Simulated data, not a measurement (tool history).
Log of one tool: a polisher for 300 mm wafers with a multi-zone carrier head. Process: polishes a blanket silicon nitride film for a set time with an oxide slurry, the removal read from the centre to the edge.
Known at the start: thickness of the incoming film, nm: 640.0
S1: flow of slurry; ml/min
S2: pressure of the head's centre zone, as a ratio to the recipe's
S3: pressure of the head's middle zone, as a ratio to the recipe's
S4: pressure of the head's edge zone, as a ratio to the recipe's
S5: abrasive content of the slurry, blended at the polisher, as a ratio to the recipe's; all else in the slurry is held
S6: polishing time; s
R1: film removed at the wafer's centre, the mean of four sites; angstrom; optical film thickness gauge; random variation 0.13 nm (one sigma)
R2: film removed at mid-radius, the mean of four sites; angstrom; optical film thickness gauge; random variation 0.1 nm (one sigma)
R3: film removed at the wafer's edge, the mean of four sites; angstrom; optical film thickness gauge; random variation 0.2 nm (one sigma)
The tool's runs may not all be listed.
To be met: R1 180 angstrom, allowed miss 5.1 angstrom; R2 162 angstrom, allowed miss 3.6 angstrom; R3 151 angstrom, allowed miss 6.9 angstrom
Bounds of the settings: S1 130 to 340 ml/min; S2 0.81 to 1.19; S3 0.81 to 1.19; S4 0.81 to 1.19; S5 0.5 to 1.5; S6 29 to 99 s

run 1 day=0 | S1=220 S2=1 S3=1 S4=1 S5=1 S6=64 | R1=225.88 R2=220.42 R3=215.34
run 2 day=0.096 | S1=220 S2=1.01 S3=0.99 S4=0.96 S5=0.9 S6=64 | R1=216.53 R2=207.71 R3=206
run 3 day=0.467 | S1=230 S2=1.03 S3=1 S4=0.93 S5=0.8 S6=62 | R1=198.68 R2=191.18 R3=184.16
run 4 day=0.521 | S1=230 S2=1.09 S3=1 S4=0.93 S5=0.8 S6=62 | R1=214.81 R2=189.83 R3=181.4
run 5 day=0.562 | S1=230 S2=1.09 S3=1 S4=0.91 S5=0.75 S6=62 | R1=202.99 R2=183.6 R3=172.37
run 6 day=0.788 | S1=230 S2=1.15 S3=1 S4=0.91 S5=0.75 S6=62 | R1=216.41 R2=183.55 R3=172.89
run 7 day=1.133 | S1=225 S2=1.14 S3=0.99 S4=0.89 S5=0.7 S6=62 | R1=204.07 R2=176.6 R3=166.05
run 8 day=1.342 | S1=215 S2=1.14 S3=0.98 S4=0.87 S5=0.7 S6=62 | R1=203.56 R2=174.04 R3=160.48
run 9 day=1.696 | S1=205 S2=1.12 S3=0.97 S4=0.86 S5=0.7 S6=62 | R1=197.2 R2=169.65 R3=164.3
run 10 day=1.954 | S1=200 S2=1.1 S3=1.01 S4=0.83 S5=0.5 S6=62 | R1=155.28 R2=138.59 R3=125.97
run 11 day=2.188 | S1=225 S2=1.1 S3=1.01 S4=0.86 S5=0.5 S6=62 | R1=155.89 R2=141.36 R3=131.76
run 12 day=2.367 | S1=235 S2=1.11 S3=1.02 S4=0.89 S5=0.5 S6=62 | R1=157.82 R2=143.4 R3=132.22
run 13 day=2.475 | S1=245 S2=1.12 S3=1.02 S4=0.91 S5=0.5 S6=62 | R1=161.22 R2=143.46 R3=132.28
run 14 day=2.512 | S1=245 S2=1.12 S3=1.02 S4=0.91 S5=0.5 S6=62 | R1=161.22 R2=144.41 R3=130.93
run 15 day=2.546 | S1=300 S2=1.17 S3=1.09 S4=1.01 S5=0.6 S6=62 | R1=195.25 R2=176.26 R3=161.09
run 16 day=2.571 | S1=290 S2=1.16 S3=1.08 S4=1 S5=0.6 S6=62 | R1=192.24 R2=174.84 R3=156.47
run 17 day=2.825 | S1=280 S2=1.15 S3=1.07 S4=0.99 S5=0.6 S6=62 | R1=192.45 R2=172.61 R3=158.14
run 18 day=3.196 | S1=280 S2=1.14 S3=1.06 S4=0.98 S5=0.6 S6=62 | R1=187.08 R2=171.63 R3=157.38
run 19 day=3.317 | S1=270 S2=1.14 S3=1.05 S4=0.98 S5=0.6 S6=62 | R1=187.91 R2=168.53 R3=157.59
run 20 day=3.396 | S1=265 S2=1.14 S3=1.05 S4=0.97 S5=0.6 S6=62 | R1=185.83 R2=167.7 R3=156.02
run 21 day=3.612 | S1=260 S2=1.14 S3=1.05 S4=0.96 S5=0.6 S6=62 | R1=188.24 R2=169.37 R3=155.84
run 22 day=3.692 | S1=260 S2=1.13 S3=1.04 S4=0.95 S5=0.6 S6=62 | R1=186.44 R2=166.47 R3=155.65
run 23 day=3.867 | S1=255 S2=1.13 S3=1.04 S4=0.95 S5=0.6 S6=62 | R1=185.49 R2=167.08 R3=157.25
run 24 day=4.171 | S1=260 S2=1.13 S3=1.03 S4=0.95 S5=0.6 S6=62 | R1=188.89 R2=165.25 R3=153.78

5 next moves are on the table. One of them brings every result within its allowed miss. Which?
run A day=4.475 | S1=265 S2=1.11 S3=1.02 S4=0.92 S5=0.7 S6=55 | R1=? R2=? R3=?
run B day=4.475 | S1=340 S2=1.19 S3=1.05 S4=0.85 S5=0.55 S6=63 | R1=? R2=? R3=?
run C day=4.475 | S1=285 S2=1.16 S3=0.97 S4=0.92 S5=0.6 S6=60 | R1=? R2=? R3=?
run D day=4.475 | S1=185 S2=1.05 S3=0.93 S4=1.03 S5=0.65 S6=62 | R1=? R2=? R3=?
run E day=4.475 | S1=265 S2=1.15 S3=0.96 S4=0.9 S5=0.65 S6=61 | R1=? R2=? R3=?

move=A R1=178.28 R2=162.52 R3=149.69
move=B R1=190.93 R2=165.85 R3=143.03
move=C R1=185.22 R2=154.72 R3=148.57
move=D R1=174.12 R2=156.1 R3=165.66
move=E R1=195.43 R2=163.4 R3=156.94
A: meets every target
B: further off than the last run
C: further off than the last run
D: takes the result that was furthest off past its target
E: further off than the last run
Move A is the one to make.

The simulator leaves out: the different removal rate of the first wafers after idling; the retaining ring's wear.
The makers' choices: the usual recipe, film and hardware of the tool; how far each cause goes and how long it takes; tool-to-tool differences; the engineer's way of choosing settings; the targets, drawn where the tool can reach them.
